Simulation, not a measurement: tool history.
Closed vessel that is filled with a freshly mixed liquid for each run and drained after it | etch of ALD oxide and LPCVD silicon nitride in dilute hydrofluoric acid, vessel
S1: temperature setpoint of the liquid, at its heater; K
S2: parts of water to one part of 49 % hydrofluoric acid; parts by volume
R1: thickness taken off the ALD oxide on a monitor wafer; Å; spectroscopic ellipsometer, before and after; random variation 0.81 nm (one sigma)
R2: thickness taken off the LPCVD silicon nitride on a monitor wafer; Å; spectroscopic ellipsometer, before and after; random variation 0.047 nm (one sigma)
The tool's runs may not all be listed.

run 1 day=0 | S1=297.15 S2=55 time_in_the_liquid_(s)=120 | R1=580.56 R2=9.4646
run 2 day=0.242 | S1=297.15 S2=65 time_in_the_liquid_(s)=120 | R1=485.17 R2=7.8441
run 3 day=0.383 | S1=297.15 S2=75 time_in_the_liquid_(s)=120 | R1=410.61 R2=7.3309
run 4 day=0.688 | S1=297.15 S2=75 time_in_the_liquid_(s)=140 | R1=483.16 R2=8.9109
run 5 day=1.017 | S1=297.65 S2=75 time_in_the_liquid_(s)=140 | R1=489.31 R2=8.3882
run 6 day=1.075 | S1=297.65 S2=75 time_in_the_liquid_(s)=115 | R1=401.25 R2=7.4486
run 7 day=1.329 | S1=298.15 S2=70 time_in_the_liquid_(s)=115 | R1=448.75 R2=8.3296
run 8 day=1.588 | S1=298.65 S2=65 time_in_the_liquid_(s)=115 | R1=493.74 R2=9.0657
run 9 day=1.654 | S1=302.65 S2=40 time_in_the_liquid_(s)=115 | R1=957.72 R2=18.939
run 10 day=1.729 | S1=301.65 S2=40 time_in_the_liquid_(s)=115 | R1=935.27 R2=17.917
run 11 day=2.117 | S1=301.15 S2=40 time_in_the_liquid_(s)=115 | R1=920.41 R2=17.105

The next listed run, before its measurement:
run 12 day=2.3 | S1=301.15 S2=45 time_in_the_liquid_(s)=115 | R1=? R2=?

R1: 816.69 Å
R2: 15.687 Å

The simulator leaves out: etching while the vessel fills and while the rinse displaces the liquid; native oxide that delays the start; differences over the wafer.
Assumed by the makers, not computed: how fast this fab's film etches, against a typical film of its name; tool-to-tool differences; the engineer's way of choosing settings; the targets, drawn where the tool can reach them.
